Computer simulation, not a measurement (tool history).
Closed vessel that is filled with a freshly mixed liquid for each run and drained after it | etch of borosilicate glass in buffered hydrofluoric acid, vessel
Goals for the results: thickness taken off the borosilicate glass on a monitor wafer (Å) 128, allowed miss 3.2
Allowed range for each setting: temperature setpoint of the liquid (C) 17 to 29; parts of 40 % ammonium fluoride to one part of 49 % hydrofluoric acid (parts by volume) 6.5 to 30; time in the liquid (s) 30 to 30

| run | hour | temperature setpoint of the liquid (C) | parts of 40 % ammonium fluoride to one part of 49 % hydrofluoric acid (parts by volume) | time in the liquid (s) | thickness taken off the borosilicate glass on a monitor wafer (Å) |
|---|---|---|---|---|---|
| 1 | 0 | 21 | 18.5 | 30 | 188.31 |
| 2 | 2 | 21 | 18.5 | 30 | 187.28 |
| 3 | 10.4 | 24.5 | 18.5 | 30 | 227.38 |
| 4 | 12.4 | 22.5 | 19.5 | 30 | 194.55 |
| 5 | 21.4 | 22.5 | 14.5 | 30 | 259.65 |
| 6 | 23.1 | 22.5 | 19.5 | 30 | 192.26 |
| 7 | 32.2 | 18.5 | 22 | 30 | 141.55 |
| 8 | 34.8 | 18 | 22 | 30 | 138.77 |
| 9 | 40.9 | 17.5 | 22.5 | 30 | 131.49 |

Exercise: of the 4 proposed moves below, exactly one satisfies all targets within the stated allowed misses. Which move is it?
| A | 47 | 18.5 | 25.5 | 30 | ? |
| B | 47 | 17.5 | 22 | 30 | ? |
| C | 47 | 18 | 21.5 | 30 | ? |
| D | 47 | 18.5 | 23.5 | 30 | ? |

| move | thickness taken off the borosilicate glass on a monitor wafer (Å) |
|---|---|
| A | 127.6 |
| B | 133.75 |
| C | 139.76 |
| D | 135.08 |
A: each result inside its tolerance
B: moves away from the targets compared with the last run
C: moves away from the targets compared with the last run
D: moves away from the targets compared with the last run
Answer: A
